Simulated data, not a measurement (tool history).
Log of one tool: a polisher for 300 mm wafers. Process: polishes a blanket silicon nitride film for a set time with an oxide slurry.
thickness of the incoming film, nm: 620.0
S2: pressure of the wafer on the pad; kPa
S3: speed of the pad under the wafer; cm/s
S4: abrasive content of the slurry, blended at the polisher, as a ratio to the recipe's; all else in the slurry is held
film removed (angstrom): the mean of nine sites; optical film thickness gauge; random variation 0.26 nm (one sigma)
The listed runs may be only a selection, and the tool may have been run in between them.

{"run": 1, "day": 0.0, "flow of slurry (ml/min)": 140, "S2": 20.7, "S3": 98, "S4": 1, "polishing time (s)": 37, "film removed (angstrom)": 219.42}
{"run": 2, "day": 0.283, "flow of slurry (ml/min)": 145, "S2": 21.4, "S3": 98, "S4": 1, "polishing time (s)": 37, "film removed (angstrom)": 236.68}
{"run": 3, "day": 0.333, "flow of slurry (ml/min)": 145, "S2": 21.4, "S3": 98, "S4": 1, "polishing time (s)": 33, "film removed (angstrom)": 206}
{"run": 4, "day": 0.588, "flow of slurry (ml/min)": 145, "S2": 21.4, "S3": 98, "S4": 0.8, "polishing time (s)": 33, "film removed (angstrom)": 193.48}
{"run": 5, "day": 0.821, "flow of slurry (ml/min)": 145, "S2": 21.4, "S3": 80, "S4": 0.8, "polishing time (s)": 33, "film removed (angstrom)": 163.08}
{"run": 6, "day": 0.933, "flow of slurry (ml/min)": 120, "S2": 21.4, "S3": 80, "S4": 0.8, "polishing time (s)": 33, "film removed (angstrom)": 157.44}
{"run": 7, "day": 1.088, "flow of slurry (ml/min)": 130, "S2": 23.4, "S3": 80, "S4": 0.8, "polishing time (s)": 33, "film removed (angstrom)": 174.91}
{"run": 8, "day": 1.379, "flow of slurry (ml/min)": 140, "S2": 24.8, "S3": 80, "S4": 0.8, "polishing time (s)": 33, "film removed (angstrom)": 183.55}
{"run": 9, "day": 1.479, "flow of slurry (ml/min)": 140, "S2": 24.8, "S3": 80, "S4": 0.8, "polishing time (s)": 33, "film removed (angstrom)": 186.75}
{"run": 10, "day": 1.821, "flow of slurry (ml/min)": 140, "S2": 24.8, "S3": 80, "S4": 0.8, "polishing time (s)": 33, "film removed (angstrom)": 186.61}

Run 11 has not been measured yet. What should we expect?
{"run": 11, "day": 1.929, "flow of slurry (ml/min)": 145, "S2": 26.2, "S3": 82, "S4": 0.8, "polishing time (s)": 33, "film removed (angstrom)": "?"}

film removed (angstrom): 198.94
